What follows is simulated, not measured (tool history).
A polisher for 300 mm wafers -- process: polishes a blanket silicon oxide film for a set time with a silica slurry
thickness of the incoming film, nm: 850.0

run	day	flow of slurry (ml/min)	pressure of the wafer on the pad (psi)	speed of the pad under the wafer (m/s)	abrasive content of the slurry	polishing time (s)	film removed (Å)
1	0.000	255	3.8	1.42	1.00	32	1246.70
2	0.175	255	3.8	1.42	1.00	28	1073.90
3	0.467	255	3.1	1.42	1.00	28	890.54
4	0.817	255	3.1	1.42	1.15	28	982.63
5	1.008	255	3.6	1.42	1.15	28	1124.30
6	1.246	255	3.6	1.62	1.15	28	1250.30

Run 7, settings as shown, results not yet in. Your forecast:
7	1.325	255	3.3	1.56	1.15	28	?

Run 7 yielded film removed (Å) 1112.10.
